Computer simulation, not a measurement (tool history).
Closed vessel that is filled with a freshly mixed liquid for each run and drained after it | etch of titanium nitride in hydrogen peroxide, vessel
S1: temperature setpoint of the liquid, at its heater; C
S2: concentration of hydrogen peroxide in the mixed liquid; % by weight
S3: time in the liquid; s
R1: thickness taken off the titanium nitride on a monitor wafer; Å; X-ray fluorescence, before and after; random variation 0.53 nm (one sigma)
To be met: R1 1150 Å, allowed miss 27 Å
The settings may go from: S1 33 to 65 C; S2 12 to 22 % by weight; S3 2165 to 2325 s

run,hour,S1,S2,S3,R1
1,0,49,15,2165,666.74
2,2.5,49,15,2165,672.07
3,4.1,44.5,15,2165,481.24
4,6.2,44.5,15,2325,519.83
5,7.6,39,15,2325,340.98
6,12.9,39,15,2325,341.52
7,16,47,15.5,2325,629.79
8,20.7,48,15.5,2325,674.91
9,25.6,49,15.5,2325,727.29
10,29.9,49.5,15.5,2325,753.79
11,35.8,50,15.5,2325,778.06
12,43.3,50.5,15.5,2325,807.74
13,49.3,51,15.5,2325,836.01
14,55.1,51,15.5,2325,837.09
15,60,51.5,15.5,2325,872.47
16,63.9,56,15.5,2325,1195.9

Which of these 5 next moves meets every target?
A,67.8,57,18.5,2165,?
B,67.8,56,16,2205,?
C,67.8,56.5,16.5,2325,?
D,67.8,56.5,15.5,2325,?
E,67.8,57,16.5,2200,?

move,R1
A,1229.9
B,1133.1
C,1245.1
D,1228.8
E,1219.7
A: further off than the last run
B: meets every target
C: further off than the last run
D: further off than the last run
E: further off than the last run
Move B is the one to make.

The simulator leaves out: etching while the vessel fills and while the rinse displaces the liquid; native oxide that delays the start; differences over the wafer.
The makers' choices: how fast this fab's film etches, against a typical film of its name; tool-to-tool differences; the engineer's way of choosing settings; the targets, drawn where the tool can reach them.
